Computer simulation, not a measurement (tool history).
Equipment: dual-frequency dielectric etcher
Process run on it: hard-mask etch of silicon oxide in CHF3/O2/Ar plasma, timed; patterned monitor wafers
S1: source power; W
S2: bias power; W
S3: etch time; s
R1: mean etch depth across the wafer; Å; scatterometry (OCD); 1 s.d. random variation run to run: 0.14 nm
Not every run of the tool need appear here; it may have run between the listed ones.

run	hour	S1	S2	S3	R1
1	0	620	160	24	502.81
2	3.7	620	141	24	480.66
3	10.1	580	141	24	466.04
4	18.7	580	152	24	479.15
5	23	580	124	24	444.53
6	25.1	660	138	24	487.24

For run 7, what comes out?
7	33	720	150	24	?

R1: 517.47 Å
